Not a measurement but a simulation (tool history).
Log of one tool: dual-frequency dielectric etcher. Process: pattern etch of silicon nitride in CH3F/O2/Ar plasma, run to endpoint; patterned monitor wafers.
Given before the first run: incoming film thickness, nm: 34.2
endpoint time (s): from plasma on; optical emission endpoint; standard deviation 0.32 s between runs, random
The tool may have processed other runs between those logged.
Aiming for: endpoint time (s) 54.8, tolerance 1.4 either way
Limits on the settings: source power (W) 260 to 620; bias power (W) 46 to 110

run  hour  source power (W)  bias power (W)  endpoint time (s)
  1     0               440              78             44.476
  2   1.3               390              73             48.602
  3   9.3               360              72             51.073
  4  15.3               420              72             48.148
  5  16.6               420              65             49.085
  6  21.1               400              64               50.6
  7  27.4               380              63             52.689
  8  33.2               370              63             53.321

Which of these 5 next moves meets every target?
  A    39               390              63                  ?
  B    39               370              71                  ?
  C    39               320              69                  ?
  D    39               370              70                  ?
  E    39               440              58                  ?

move  endpoint time (s)
   A             51.553
   B             50.355
   C             54.571
   D             50.645
   E             50.373
A: lands further from the targets than the last run did
B: lands further from the targets than the last run did
C: every result within its allowed miss
D: lands further from the targets than the last run did
E: lands further from the targets than the last run did
So the answer is move C, the one that meets all the targets.
